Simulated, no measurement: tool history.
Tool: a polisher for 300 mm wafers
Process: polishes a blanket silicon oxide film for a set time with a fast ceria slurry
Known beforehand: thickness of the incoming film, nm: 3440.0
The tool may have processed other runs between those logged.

run	hour	flow of slurry (ml/min)	pressure of the wafer on the pad (kPa)	speed of the pad under the wafer (m/s)	polishing time (s)	film removed (Å)
1	0	160	13.1	0.84	36	2849.5
2	2.9	155	13.1	0.84	36	2890.6
3	11.4	155	13.1	0.76	36	2622.6
4	16.1	155	15.9	0.76	36	3084.1
5	18.9	155	15.9	0.96	36	3916.7
# hour 27.7: worn pad replaced by a new one
6	27.7	155	15.2	0.96	36	4111.7

Estimate the outcome of run 7 from the log above:
7	29.4	155	14.5	0.96	36	?

{"run 7": {"film removed (Å)": 3926.5}}
